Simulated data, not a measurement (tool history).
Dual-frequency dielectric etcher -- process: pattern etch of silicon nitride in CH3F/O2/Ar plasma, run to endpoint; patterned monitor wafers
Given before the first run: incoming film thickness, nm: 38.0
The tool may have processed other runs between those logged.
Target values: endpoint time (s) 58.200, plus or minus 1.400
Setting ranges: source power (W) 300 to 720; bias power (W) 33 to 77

| run | hour | source power (W) | bias power (W) | endpoint time (s) |
|---|---|---|---|---|
| 1 | 0.0 | 510 | 55 | 51.085 |
| 2 | 7.5 | 590 | 55 | 49.049 |
| 3 | 12.7 | 540 | 53 | 51.346 |
| 4 | 16.1 | 540 | 61 | 48.422 |
| 5 | 17.3 | 610 | 61 | 46.834 |
| 6 | 19.8 | 610 | 67 | 45.259 |
| 7 | 21.3 | 550 | 62 | 48.235 |
| 8 | 26.2 | 510 | 59 | 49.900 |
| 9 | 33.8 | 510 | 59 | 50.599 |
| 10 | 35.2 | 470 | 58 | 51.748 |
| 11 | 36.7 | 440 | 56 | 53.670 |
| 12 | 44.4 | 420 | 55 | 55.080 |
| 13 | 47.9 | 410 | 55 | 55.370 |

Which of these 5 next moves meets every target?
| A | 51.4 | 460 | 61 | ? |
| B | 51.4 | 340 | 48 | ? |
| C | 51.4 | 380 | 50 | ? |
| D | 51.4 | 400 | 57 | ? |
| E | 51.4 | 560 | 49 | ? |

| move | endpoint time (s) |
|---|---|
| A | 51.300 |
| B | 61.675 |
| C | 58.683 |
| D | 55.009 |
| E | 52.051 |
A: the biggest miss grows against the last run
B: takes the biggest miss from the last run beyond its target
C: hits every target within its allowed miss
D: the biggest miss grows against the last run
E: the biggest miss grows against the last run
Correct choice: C, which meets every target
